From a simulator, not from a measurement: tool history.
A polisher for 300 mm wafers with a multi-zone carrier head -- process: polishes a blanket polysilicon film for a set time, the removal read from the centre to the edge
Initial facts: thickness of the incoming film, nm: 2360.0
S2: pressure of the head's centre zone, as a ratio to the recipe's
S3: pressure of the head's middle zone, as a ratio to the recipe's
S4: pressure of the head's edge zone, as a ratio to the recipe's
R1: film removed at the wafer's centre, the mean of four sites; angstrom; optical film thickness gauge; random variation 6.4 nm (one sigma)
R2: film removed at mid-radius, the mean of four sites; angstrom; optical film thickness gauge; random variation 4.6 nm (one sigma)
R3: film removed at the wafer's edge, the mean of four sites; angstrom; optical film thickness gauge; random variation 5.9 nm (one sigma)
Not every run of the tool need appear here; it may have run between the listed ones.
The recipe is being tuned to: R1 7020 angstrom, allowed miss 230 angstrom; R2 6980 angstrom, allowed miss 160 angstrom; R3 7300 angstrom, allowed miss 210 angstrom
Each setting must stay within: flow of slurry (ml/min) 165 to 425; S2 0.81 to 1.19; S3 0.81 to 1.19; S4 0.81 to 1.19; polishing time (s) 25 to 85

{"run": 1, "hour": 0.0, "flow of slurry (ml/min)": 275, "S2": 1, "S3": 1, "S4": 1, "polishing time (s)": 55, "R1": 4952.9, "R2": 5166.5, "R3": 5002.5}
{"run": 2, "hour": 5.5, "flow of slurry (ml/min)": 275, "S2": 1, "S3": 1.04, "S4": 1, "polishing time (s)": 55, "R1": 5074.5, "R2": 5364.3, "R3": 4991}
{"run": 3, "hour": 13.5, "flow of slurry (ml/min)": 275, "S2": 1, "S3": 0.98, "S4": 1, "polishing time (s)": 55, "R1": 5007.1, "R2": 5085.6, "R3": 5003.1}
{"run": 4, "hour": 15.2, "flow of slurry (ml/min)": 275, "S2": 1, "S3": 0.98, "S4": 1, "polishing time (s)": 67, "R1": 6022.7, "R2": 6243.1, "R3": 6088.7}
{"run": 5, "hour": 20.9, "flow of slurry (ml/min)": 275, "S2": 1.08, "S3": 0.98, "S4": 1, "polishing time (s)": 67, "R1": 6684.2, "R2": 6201.5, "R3": 6045.6}
{"run": 6, "hour": 28.2, "flow of slurry (ml/min)": 285, "S2": 1.07, "S3": 0.98, "S4": 1.04, "polishing time (s)": 68, "R1": 6627.4, "R2": 6270.5, "R3": 6328.2}
{"run": 7, "hour": 36.5, "flow of slurry (ml/min)": 295, "S2": 1.07, "S3": 0.99, "S4": 1.07, "polishing time (s)": 69, "R1": 6872, "R2": 6485.2, "R3": 6602}
{"run": 8, "hour": 43.5, "flow of slurry (ml/min)": 305, "S2": 1.06, "S3": 1, "S4": 1.09, "polishing time (s)": 69, "R1": 6730.8, "R2": 6553.8, "R3": 6626.7}

5 next moves are on the table. One of them brings every result within its allowed miss. Which?
{"run": "A", "hour": 50.5, "flow of slurry (ml/min)": 280, "S2": 1.02, "S3": 0.97, "S4": 1.11, "polishing time (s)": 76, "R1": "?", "R2": "?", "R3": "?"}
{"run": "B", "hour": 50.5, "flow of slurry (ml/min)": 305, "S2": 0.92, "S3": 0.88, "S4": 1.19, "polishing time (s)": 78, "R1": "?", "R2": "?", "R3": "?"}
{"run": "C", "hour": 50.5, "flow of slurry (ml/min)": 220, "S2": 1.03, "S3": 0.91, "S4": 1.09, "polishing time (s)": 78, "R1": "?", "R2": "?", "R3": "?"}
{"run": "D", "hour": 50.5, "flow of slurry (ml/min)": 410, "S2": 1.12, "S3": 1.16, "S4": 0.99, "polishing time (s)": 65, "R1": "?", "R2": "?", "R3": "?"}
{"run": "E", "hour": 50.5, "flow of slurry (ml/min)": 325, "S2": 1.05, "S3": 1.01, "S4": 1.05, "polishing time (s)": 72, "R1": "?", "R2": "?", "R3": "?"}

move=A R1=6942.5 R2=6947.2 R3=7209.3
move=B R1=6483.3 R2=6638.1 R3=7733.3
move=C R1=6943.4 R2=6547.8 R3=7164
move=D R1=6790.5 R2=7164.5 R3=5970.6
move=E R1=6891.3 R2=6916 R3=6717.8
A: all results in spec
B: carries the result that was furthest off beyond its target, to the other side
C: gets the furthest-off result to its target, but another result is out of tolerance
D: further off than the last run
E: nearer the targets than the last run, but a result is still out of spec
The right move is A.

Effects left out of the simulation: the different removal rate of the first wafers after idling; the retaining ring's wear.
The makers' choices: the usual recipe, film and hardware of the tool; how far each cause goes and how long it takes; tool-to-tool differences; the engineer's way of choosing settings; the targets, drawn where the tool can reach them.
